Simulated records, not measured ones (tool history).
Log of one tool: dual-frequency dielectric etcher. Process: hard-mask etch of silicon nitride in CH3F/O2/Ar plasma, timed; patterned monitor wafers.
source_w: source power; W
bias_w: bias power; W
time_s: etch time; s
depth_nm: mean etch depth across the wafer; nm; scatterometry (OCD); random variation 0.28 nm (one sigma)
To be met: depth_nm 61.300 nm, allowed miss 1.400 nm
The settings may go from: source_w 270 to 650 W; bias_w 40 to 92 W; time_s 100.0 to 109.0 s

run 1 hour=0.0 | source_w=460 bias_w=66 time_s=109.0 | depth_nm=68.268
run 2 hour=6.4 | source_w=460 bias_w=73 time_s=109.0 | depth_nm=72.324
run 3 hour=14.6 | source_w=500 bias_w=73 time_s=109.0 | depth_nm=72.840
run 4 hour=23.2 | source_w=480 bias_w=70 time_s=108.5 | depth_nm=70.459
run 5 hour=30.7 | source_w=480 bias_w=81 time_s=108.5 | depth_nm=76.609
run 6 hour=32.9 | source_w=460 bias_w=77 time_s=108.0 | depth_nm=73.908
run 7 hour=35.7 | source_w=450 bias_w=73 time_s=107.5 | depth_nm=70.898
run 8 hour=40.1 | source_w=450 bias_w=73 time_s=107.5 | depth_nm=71.227
run 9 hour=43.5 | source_w=440 bias_w=70 time_s=107.0 | depth_nm=68.286
run 10 hour=46.9 | source_w=420 bias_w=69 time_s=107.0 | depth_nm=67.638

5 next moves are on the table. One of them brings every result within its allowed miss. Which?
run A hour=50.3 | source_w=390 bias_w=68 time_s=100.0 | depth_nm=?
run B hour=50.3 | source_w=410 bias_w=69 time_s=103.0 | depth_nm=?
run C hour=50.3 | source_w=500 bias_w=60 time_s=109.0 | depth_nm=?
run D hour=50.3 | source_w=410 bias_w=67 time_s=104.5 | depth_nm=?
run E hour=50.3 | source_w=480 bias_w=70 time_s=100.0 | depth_nm=?

move=A depth_nm=61.912
move=B depth_nm=64.839
move=C depth_nm=66.114
move=D depth_nm=64.761
move=E depth_nm=65.328
A: meets every target
B: nearer than the last run, and not there yet
C: nearer than the last run, and not there yet
D: nearer than the last run, and not there yet
E: nearer than the last run, and not there yet
Answer: A
